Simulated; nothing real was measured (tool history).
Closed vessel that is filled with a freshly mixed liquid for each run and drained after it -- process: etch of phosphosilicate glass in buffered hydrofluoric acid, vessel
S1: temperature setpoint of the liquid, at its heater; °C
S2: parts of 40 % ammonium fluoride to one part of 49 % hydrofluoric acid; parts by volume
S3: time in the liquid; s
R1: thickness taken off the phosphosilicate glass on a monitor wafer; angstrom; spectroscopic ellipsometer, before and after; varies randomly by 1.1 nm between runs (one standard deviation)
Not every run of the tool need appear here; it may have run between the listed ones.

{"run": 1, "hour": 0.0, "S1": 20.0, "S2": 14.5, "S3": 30, "R1": 1002.7}
{"run": 2, "hour": 8.5, "S1": 20.0, "S2": 11.5, "S3": 30, "R1": 1278.9}
{"run": 3, "hour": 12.5, "S1": 22.5, "S2": 11.5, "S3": 30, "R1": 1454.8}
{"run": 4, "hour": 17.0, "S1": 22.5, "S2": 7.5, "S3": 30, "R1": 2195.3}
{"run": 5, "hour": 20.1, "S1": 21.0, "S2": 7.5, "S3": 30, "R1": 1995.7}
{"run": 6, "hour": 27.4, "S1": 20.0, "S2": 7.5, "S3": 30, "R1": 1869.0}
{"run": 7, "hour": 35.9, "S1": 19.0, "S2": 7.5, "S3": 30, "R1": 1766.2}
{"run": 8, "hour": 41.5, "S1": 18.5, "S2": 7.5, "S3": 30, "R1": 1716.8}

What will run 9 give?
{"run": 9, "hour": 49.9, "S1": 18.0, "S2": 7.5, "S3": 30, "R1": "?"}

{"run 9": {"R1": 1708.5}}
